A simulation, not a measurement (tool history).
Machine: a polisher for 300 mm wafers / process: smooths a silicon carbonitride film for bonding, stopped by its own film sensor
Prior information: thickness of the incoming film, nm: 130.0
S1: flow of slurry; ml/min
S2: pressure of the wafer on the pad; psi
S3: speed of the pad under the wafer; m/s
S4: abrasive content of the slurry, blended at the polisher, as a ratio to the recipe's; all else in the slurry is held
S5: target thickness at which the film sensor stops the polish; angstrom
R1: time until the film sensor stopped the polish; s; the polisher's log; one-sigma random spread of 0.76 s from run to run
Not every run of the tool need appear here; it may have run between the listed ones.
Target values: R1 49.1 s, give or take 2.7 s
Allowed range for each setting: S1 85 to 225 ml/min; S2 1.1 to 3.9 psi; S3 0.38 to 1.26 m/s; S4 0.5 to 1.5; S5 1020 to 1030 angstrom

run	hour	S1	S2	S3	S4	S5	R1
1	0	145	2.5	0.82	1	1030	90.706
2	8.1	145	2.5	0.82	1	1030	91.713
3	13.7	145	2.5	0.74	1	1030	95.978
4	21	145	2.5	0.74	1	1030	97.151
5	22.2	145	2.5	0.74	1	1030	97.221
6	30.1	145	2.5	0.56	1	1030	107.97
7	35.2	155	3.2	0.78	1.15	1030	68.089
8	37.1	155	3.3	0.8	1.15	1030	67.193
9	42.1	155	3.4	0.82	1.15	1030	65.196
10	50	155	3.5	0.86	1.15	1030	59.961
11	52.6	155	3.5	0.86	1.15	1030	58.443

Next run, 5 choices. One meets every target within its allowed miss, the rest don't. Which?
A	55.2	165	3.3	0.8	1.1	1030	?
B	55.2	170	3.7	0.96	1	1020	?
C	55.2	170	3.8	0.96	1.2	1030	?
D	55.2	140	3.5	0.94	1.3	1030	?
E	55.2	140	3.2	0.82	1.2	1030	?

move	R1
A	66.309
B	57.702
C	50.302
D	55.413
E	67.148
A: misses by more than the last run did
B: an improvement on the last run, though not all results are within tolerance
C: every result lands within tolerance
D: an improvement on the last run, though not all results are within tolerance
E: misses by more than the last run did
C meets every target.
